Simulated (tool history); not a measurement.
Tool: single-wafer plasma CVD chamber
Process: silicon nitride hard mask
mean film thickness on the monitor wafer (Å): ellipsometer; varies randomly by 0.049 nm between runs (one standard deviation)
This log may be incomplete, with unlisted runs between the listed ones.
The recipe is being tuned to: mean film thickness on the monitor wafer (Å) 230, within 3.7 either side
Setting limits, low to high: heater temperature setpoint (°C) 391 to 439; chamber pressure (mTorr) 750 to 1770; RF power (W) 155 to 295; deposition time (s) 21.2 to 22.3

run	hour	heater temperature setpoint (°C)	chamber pressure (mTorr)	RF power (W)	deposition time (s)	mean film thickness on the monitor wafer (Å)
1	0	415	1260	225	22.3	194.92
2	2.4	415	1140	225	22.3	187.48
3	4.2	415	1220	225	22.3	192.48
4	13	415	1130	225	22.3	186.29
5	14.4	415	1130	225	21.2	176.54
6	18.1	406	1130	225	21.2	177.1
# hour 22: thermocouple changed; heater temperature recalibrated
7	22	406	1380	260	21.4	222.09
8	29.3	406	1390	260	21.4	221.99
9	36.7	406	1400	260	21.4	222.82
10	44.3	406	1410	260	21.4	223.98
11	48.3	406	1420	260	21.4	223.9
12	53	406	1430	260	21.4	225.78
13	54.7	406	1440	260	21.4	226.49

Next run, 5 choices. One meets every target within its allowed miss, the rest don't. Which?
A	56.4	409	1610	255	21.2	?
B	56.4	404	1460	255	21.2	?
C	56.4	408	1380	255	21.5	?
D	56.4	410	1390	255	21.6	?
E	56.4	408	1380	250	22	?

move	mean film thickness on the monitor wafer (Å)
A	228.55
B	221.09
C	218.98
D	220.41
E	220.24
A: every result lands within tolerance
B: further off than the last run
C: further off than the last run
D: further off than the last run
E: further off than the last run
So the answer is move A, the one that meets all the targets.
